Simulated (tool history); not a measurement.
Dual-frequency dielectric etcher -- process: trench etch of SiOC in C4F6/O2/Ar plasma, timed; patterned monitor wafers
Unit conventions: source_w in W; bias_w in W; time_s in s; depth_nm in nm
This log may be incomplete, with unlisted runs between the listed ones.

Run 1, hour 0: source_w 450 W, bias_w 190 W, time_s 27.5 s. Result: depth_nm 55.079 nm.
Run 2, hour 6.8: source_w 450 W, bias_w 211 W, time_s 27.5 s. Result: depth_nm 57.476 nm.
Run 3, hour 14: source_w 450 W, bias_w 211 W, time_s 29 s. Result: depth_nm 60.542 nm.
Run 4, hour 19: source_w 450 W, bias_w 211 W, time_s 27.5 s. Result: depth_nm 56.982 nm.
Run 5, hour 25.5: source_w 450 W, bias_w 227 W, time_s 27.5 s. Result: depth_nm 57.939 nm.
Run 6, hour 26.7: source_w 450 W, bias_w 243 W, time_s 27.5 s. Result: depth_nm 59.72 nm.
Run 7, hour 29.6: source_w 460 W, bias_w 244 W, time_s 27.5 s. Result: depth_nm 60.439 nm.
Run 8, hour 30.5: source_w 470 W, bias_w 245 W, time_s 27.5 s. Result: depth_nm 61.801 nm.
Run 9, hour 37.6: source_w 480 W, bias_w 245 W, time_s 27.5 s. Result: depth_nm 61.428 nm.

The next listed run, before its measurement:
Run 10, hour 38.8: source_w 490 W, bias_w 246 W, time_s 27.5 s. Result: depth_nm ?.

Run 10 came out at depth_nm 62.271 nm.
